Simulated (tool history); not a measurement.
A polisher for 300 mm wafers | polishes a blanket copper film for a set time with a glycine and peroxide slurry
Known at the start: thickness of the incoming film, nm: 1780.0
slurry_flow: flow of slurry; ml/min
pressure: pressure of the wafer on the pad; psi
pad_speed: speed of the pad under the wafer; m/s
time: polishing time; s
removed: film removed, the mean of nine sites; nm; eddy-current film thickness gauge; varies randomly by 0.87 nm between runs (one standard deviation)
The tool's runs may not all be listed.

run,hour,slurry_flow,pressure,pad_speed,time,removed
1,0,205,2.5,0.76,41,192.55
2,6.3,250,2.5,0.76,41,194.3
3,11.8,250,2.4,0.74,41,183.99
4,18.6,225,2.4,0.74,41,183.55
5,23.3,180,2.4,0.74,41,178.84
6,26.9,180,2.3,0.72,41,168.54
7,27.8,180,2.2,0.7,41,159.67
8,32.7,180,2.1,0.68,41,150.69
9,35.6,180,2,0.66,41,143.49
10,42.1,180,1.9,0.64,41,133.8
11,45.6,180,1.8,0.64,41,129.98

For run 12, what comes out?
12,54.3,180,1.7,0.64,41,?

removed: 124.98 nm

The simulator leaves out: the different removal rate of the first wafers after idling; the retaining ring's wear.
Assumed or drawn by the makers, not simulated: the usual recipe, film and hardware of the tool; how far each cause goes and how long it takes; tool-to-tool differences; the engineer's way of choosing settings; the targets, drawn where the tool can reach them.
